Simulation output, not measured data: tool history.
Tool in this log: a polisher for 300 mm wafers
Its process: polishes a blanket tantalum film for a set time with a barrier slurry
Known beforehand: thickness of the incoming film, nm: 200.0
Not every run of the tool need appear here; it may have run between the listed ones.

| run | hour | flow of slurry (ml/min) | pressure of the wafer on the pad (kPa) | speed of the pad under the wafer (cm/s) | abrasive content of the slurry | polishing time (s) | film removed (angstrom) |
|---|---|---|---|---|---|---|---|
| 1 | 0.0 | 200 | 14.5 | 108 | 1.0 | 49 | 905.80 |
| 2 | 6.1 | 200 | 11.7 | 108 | 1.0 | 49 | 735.08 |
| 3 | 12.3 | 200 | 10.3 | 108 | 1.0 | 49 | 630.04 |
| 4 | 15.2 | 200 | 10.3 | 128 | 1.0 | 49 | 756.76 |
| 5 | 17.8 | 150 | 10.3 | 128 | 1.0 | 49 | 721.59 |
| 6 | 19.1 | 150 | 10.3 | 128 | 1.0 | 51 | 759.40 |
| 7 | 23.7 | 150 | 9.7 | 124 | 1.0 | 51 | 699.93 |

Forecast run 8:
| 8 | 25.5 | 150 | 9.7 | 124 | 1.0 | 51 | ? |

{"run 8": {"film removed (angstrom)": 692.88}}

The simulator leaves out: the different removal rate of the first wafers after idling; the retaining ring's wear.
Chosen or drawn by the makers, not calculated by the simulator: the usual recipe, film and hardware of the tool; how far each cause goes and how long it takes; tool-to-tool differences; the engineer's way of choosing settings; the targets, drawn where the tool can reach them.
